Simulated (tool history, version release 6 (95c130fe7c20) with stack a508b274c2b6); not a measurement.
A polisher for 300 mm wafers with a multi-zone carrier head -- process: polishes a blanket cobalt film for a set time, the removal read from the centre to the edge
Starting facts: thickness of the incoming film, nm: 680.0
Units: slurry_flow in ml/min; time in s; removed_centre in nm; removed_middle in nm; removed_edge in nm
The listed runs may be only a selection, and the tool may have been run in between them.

| run | hour | slurry_flow | centre_zone | middle_zone | edge_zone | time | removed_centre | removed_middle | removed_edge |
|---|---|---|---|---|---|---|---|---|---|
| 1 | 0 | 285 | 1 | 1 | 1 | 51 | 237.57 | 213.46 | 217.54 |
| 2 | 4.3 | 285 | 1 | 1 | 1 | 46 | 216.66 | 188.28 | 195.39 |
| 3 | 5.6 | 280 | 0.97 | 0.98 | 1.04 | 49 | 218.04 | 198.97 | 205.29 |
| 4 | 9.2 | 280 | 0.97 | 0.98 | 1.04 | 61 | 278.56 | 244.61 | 261.09 |
| 5 | 10.5 | 260 | 0.93 | 0.96 | 1.07 | 62 | 269.62 | 246.45 | 272.75 |
| 6 | 17.1 | 255 | 0.9 | 0.94 | 1.08 | 62 | 258.81 | 241.17 | 266.35 |

Expected results for the next run?
|  | 18.7 | centre zone pressure recalibrated |
| 7 | 18.7 | 240 | 0.88 | 0.92 | 1.1 | 62 | ? | ? | ? |

{"run 7": {"removed_centre": 228.17, "removed_middle": 235.57, "removed_edge": 264.75}}
